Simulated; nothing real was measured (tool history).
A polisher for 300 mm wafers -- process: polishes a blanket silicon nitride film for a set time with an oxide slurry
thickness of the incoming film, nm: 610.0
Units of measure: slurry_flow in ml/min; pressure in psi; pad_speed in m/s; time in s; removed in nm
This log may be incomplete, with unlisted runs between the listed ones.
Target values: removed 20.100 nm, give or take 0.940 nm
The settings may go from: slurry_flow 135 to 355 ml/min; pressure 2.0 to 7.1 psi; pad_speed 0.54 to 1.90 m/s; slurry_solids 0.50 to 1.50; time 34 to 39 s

run	hour	slurry_flow	pressure	pad_speed	slurry_solids	time	removed
1	0.0	225	4.5	1.22	1.00	39	29.571
2	8.1	225	4.3	1.22	1.00	39	28.240
3	10.2	225	4.1	1.22	1.00	39	27.664
4	18.3	225	4.1	1.22	0.80	39	23.285
5	19.0	225	4.0	1.22	0.80	39	22.146
6	25.5	225	4.0	1.22	0.95	39	26.520
7	27.4	225	4.0	1.22	0.95	39	25.944
8	34.1	225	3.8	1.22	0.95	39	25.299
9	42.4	225	3.6	1.22	0.95	39	23.417
10	50.9	225	3.5	1.22	0.95	39	23.392
11	58.1	225	3.4	1.22	0.95	39	22.661
# hour 62.7: worn pad replaced by a new one
12	62.7	225	3.3	1.22	0.95	39	23.582
13	70.8	225	3.2	1.22	0.95	39	22.937

5 next moves are on the table. One of them brings every result within its allowed miss. Which?
A	78.9	225	3.1	1.24	1.50	39	?
B	78.9	255	3.5	1.36	0.95	39	?
C	78.9	200	3.8	1.14	1.05	39	?
D	78.9	205	2.9	1.26	0.95	37	?
E	78.9	195	3.3	1.30	1.15	38	?

move	removed
A	28.287
B	26.475
C	26.042
D	19.779
E	26.186
A: further off than the last run
B: further off than the last run
C: further off than the last run
D: each result inside its tolerance
E: further off than the last run
Move D is the one to make.

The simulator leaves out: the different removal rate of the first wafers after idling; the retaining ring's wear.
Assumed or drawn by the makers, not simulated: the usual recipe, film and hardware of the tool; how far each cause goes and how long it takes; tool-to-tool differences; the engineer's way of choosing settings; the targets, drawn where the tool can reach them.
